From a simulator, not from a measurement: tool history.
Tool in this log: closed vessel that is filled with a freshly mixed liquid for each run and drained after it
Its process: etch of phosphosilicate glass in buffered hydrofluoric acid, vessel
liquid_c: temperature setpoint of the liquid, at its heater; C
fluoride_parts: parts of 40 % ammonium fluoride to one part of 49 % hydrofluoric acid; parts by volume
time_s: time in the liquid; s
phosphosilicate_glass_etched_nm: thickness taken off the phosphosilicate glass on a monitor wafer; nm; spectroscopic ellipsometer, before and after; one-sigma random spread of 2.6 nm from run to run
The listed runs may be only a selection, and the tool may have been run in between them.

run  hour  liquid_c  fluoride_parts  time_s  phosphosilicate_glass_etched_nm
  1     0        22            18.5      90                           200.39
  2   3.4        22            18.5      90                           200.05
  3   5.4        22            14.5      90                           253.61
  4   7.3        22            14.5      90                           254.59
  5  10.7        22              11      90                           327.59
  6    16        22              11     100                           366.35
  7  19.4      21.5              11     100                           356.42

Run 8 comes next. What will it give?
  8  27.7        21              11     100                                ?

phosphosilicate_glass_etched_nm: 345.06 nm
